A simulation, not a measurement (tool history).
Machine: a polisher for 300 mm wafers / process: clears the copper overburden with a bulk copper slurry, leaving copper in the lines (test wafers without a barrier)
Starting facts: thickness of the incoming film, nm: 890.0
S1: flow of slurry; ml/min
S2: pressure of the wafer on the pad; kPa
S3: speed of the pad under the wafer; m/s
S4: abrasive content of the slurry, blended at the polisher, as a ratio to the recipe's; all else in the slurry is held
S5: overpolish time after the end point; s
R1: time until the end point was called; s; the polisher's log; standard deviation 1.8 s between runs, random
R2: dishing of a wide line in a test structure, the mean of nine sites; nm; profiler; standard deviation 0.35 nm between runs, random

run 1 day=0 | S1=260 S2=22.8 S3=0.9 S4=1 S5=13 | R1=93.395 R2=62.291
run 2 day=0.125 | S1=260 S2=22.8 S3=0.74 S4=1 S5=13 | R1=114.17 R2=55.358
run 3 day=0.429 | S1=280 S2=19.3 S3=0.76 S4=1.15 S5=11 | R1=125.01 R2=47.277
run 4 day=0.733 | S1=280 S2=15.9 S3=0.76 S4=1.15 S5=11 | R1=154.74 R2=39.725
run 5 day=0.954 | S1=245 S2=14.5 S3=0.88 S4=0.95 S5=9 | R1=152.16 R2=33.02
run 6 day=1.075 | S1=245 S2=17.2 S3=0.88 S4=0.95 S5=9 | R1=131.41 R2=38.232
run 7 day=1.412 | S1=220 S2=15.2 S3=0.98 S4=0.85 S5=8 | R1=133.74 R2=33.257
run 8 day=1.5 | S1=155 S2=10.3 S3=1.24 S4=0.6 S5=4 | R1=175.67 R2=14.886
run 9 day=1.562 | S1=190 S2=10.3 S3=1.22 S4=0.6 S5=4 | R1=174.13 R2=15.353
run 10 day=1.842 | S1=205 S2=11 S3=1.2 S4=0.65 S5=4 | R1=159.14 R2=16.229
run 11 day=2.142 | S1=210 S2=11.7 S3=1.18 S4=0.7 S5=4 | R1=147.14 R2=16.89

For run 12, what comes out?
run 12 day=2.471 | S1=210 S2=12.4 S3=1.16 S4=0.7 S5=4 | R1=? R2=?

R1: 147.01 s
R2: 18.195 nm

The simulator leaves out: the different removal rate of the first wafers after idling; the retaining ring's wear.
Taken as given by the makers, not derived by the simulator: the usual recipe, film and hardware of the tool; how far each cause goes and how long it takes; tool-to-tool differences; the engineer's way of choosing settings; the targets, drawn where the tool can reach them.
